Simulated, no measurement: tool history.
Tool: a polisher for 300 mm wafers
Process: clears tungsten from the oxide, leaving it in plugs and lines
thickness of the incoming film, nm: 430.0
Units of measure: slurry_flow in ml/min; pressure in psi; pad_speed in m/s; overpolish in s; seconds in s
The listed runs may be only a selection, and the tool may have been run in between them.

Run 1, hour 0.0: slurry_flow 130 ml/min, pressure 4.4 psi, pad_speed 1.04 m/s, slurry_solids 1.00, overpolish 32 s. Result: seconds 61.554 s.
Run 2, hour 1.8: slurry_flow 130 ml/min, pressure 3.4 psi, pad_speed 1.04 m/s, slurry_solids 1.00, overpolish 32 s. Result: seconds 76.551 s.
Run 3, hour 3.1: slurry_flow 130 ml/min, pressure 3.7 psi, pad_speed 1.06 m/s, slurry_solids 1.00, overpolish 32 s. Result: seconds 66.122 s.
Run 4, hour 9.8: slurry_flow 130 ml/min, pressure 3.7 psi, pad_speed 1.06 m/s, slurry_solids 0.85, overpolish 32 s. Result: seconds 71.667 s.
Run 5, hour 13.5: slurry_flow 130 ml/min, pressure 3.7 psi, pad_speed 1.06 m/s, slurry_solids 1.05, overpolish 32 s. Result: seconds 65.359 s.
Run 6, hour 15.9: slurry_flow 130 ml/min, pressure 4.0 psi, pad_speed 1.08 m/s, slurry_solids 1.05, overpolish 32 s. Result: seconds 60.350 s.
Run 7, hour 24.9: slurry_flow 130 ml/min, pressure 4.3 psi, pad_speed 1.08 m/s, slurry_solids 1.05, overpolish 32 s. Result: seconds 57.895 s.
Run 8, hour 30.6: slurry_flow 130 ml/min, pressure 4.5 psi, pad_speed 1.10 m/s, slurry_solids 1.05, overpolish 32 s. Result: seconds 53.901 s.

Expected results for the next run?
Run 9, hour 37.2: slurry_flow 130 ml/min, pressure 4.5 psi, pad_speed 1.10 m/s, slurry_solids 1.05, overpolish 32 s. Result: seconds ?.

seconds: 55.834 s
